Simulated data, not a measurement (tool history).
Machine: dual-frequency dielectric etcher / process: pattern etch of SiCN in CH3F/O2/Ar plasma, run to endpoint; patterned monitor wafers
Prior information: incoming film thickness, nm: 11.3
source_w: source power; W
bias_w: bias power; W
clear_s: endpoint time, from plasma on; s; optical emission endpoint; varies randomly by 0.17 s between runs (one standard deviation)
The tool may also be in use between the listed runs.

run	day	source_w	bias_w	clear_s
1	0	550	65	31.968
2	0.292	580	67	30.253
3	0.621	600	67	30.216
4	0.929	560	67	31.171
5	1.062	650	67	29.644
6	1.112	650	73	28.629
7	1.408	650	73	28.504
8	1.704	660	74	28.163
9	1.858	660	74	28.519

For run 10, what comes out?
10	2.108	670	75	?

Run 10 gave clear_s 28.049 s.

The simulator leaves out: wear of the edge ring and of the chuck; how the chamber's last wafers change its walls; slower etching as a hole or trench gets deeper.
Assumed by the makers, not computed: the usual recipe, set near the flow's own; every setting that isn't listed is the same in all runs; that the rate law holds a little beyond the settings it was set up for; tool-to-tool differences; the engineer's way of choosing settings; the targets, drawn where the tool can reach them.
